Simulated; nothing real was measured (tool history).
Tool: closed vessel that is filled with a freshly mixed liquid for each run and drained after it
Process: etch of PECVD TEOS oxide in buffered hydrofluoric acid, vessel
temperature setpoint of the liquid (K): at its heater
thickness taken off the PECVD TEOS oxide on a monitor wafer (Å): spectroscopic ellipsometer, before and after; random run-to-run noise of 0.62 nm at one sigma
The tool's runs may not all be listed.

run  hour  temperature setpoint of the liquid (K)  parts of 40 % ammonium fluoride to one part of 49 % hydrofluoric acid (parts by volume)  time in the liquid (s)  thickness taken off the PECVD TEOS oxide on a monitor wafer (Å)
  1     0                                  294.15                                                                                       19                      85                                                             1268
  2   2.7                                  295.65                                                                                       19                      85                                                           1386.1
  3   9.6                                  299.15                                                                                       19                      85                                                             1675
  4  15.1                                  298.15                                                                                       19                      85                                                           1600.5
  5  16.1                                  295.15                                                                                       19                      85                                                           1343.1
  6    19                                  294.65                                                                                       19                      85                                                           1318.7
  7  24.9                                  294.15                                                                                       19                      85                                                           1266.5

What does the tool deliver on the next run?
  8  25.8                                  293.15                                                                                       19                      85                                                                ?

Run 8 gave thickness taken off the PECVD TEOS oxide on a monitor wafer (Å) 1214.2.

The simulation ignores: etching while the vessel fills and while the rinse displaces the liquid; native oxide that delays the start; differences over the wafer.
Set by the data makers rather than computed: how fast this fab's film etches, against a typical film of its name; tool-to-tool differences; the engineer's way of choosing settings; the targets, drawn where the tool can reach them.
